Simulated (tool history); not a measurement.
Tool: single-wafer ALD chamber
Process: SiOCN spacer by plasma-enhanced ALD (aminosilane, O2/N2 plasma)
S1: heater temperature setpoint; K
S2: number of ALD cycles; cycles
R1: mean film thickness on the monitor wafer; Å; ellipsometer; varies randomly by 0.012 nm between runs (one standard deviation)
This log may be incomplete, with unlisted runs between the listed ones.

{"run": 1, "day": 0.0, "S1": 693.15, "S2": 68, "R1": 36.783}
{"run": 2, "day": 0.175, "S1": 693.15, "S2": 77, "R1": 41.67}
{"run": 3, "day": 0.462, "S1": 688.15, "S2": 77, "R1": 42.245}
{"run": 4, "day": 0.725, "S1": 688.15, "S2": 69, "R1": 38.009}
{"run": 5, "day": 0.917, "S1": 688.15, "S2": 74, "R1": 40.696}
{"run": 6, "day": 1.171, "S1": 692.15, "S2": 74, "R1": 40.271}

The next listed run, before its measurement:
{"run": 7, "day": 1.229, "S1": 695.15, "S2": 74, "R1": "?"}

Logged for run 7: R1 39.834 Å.
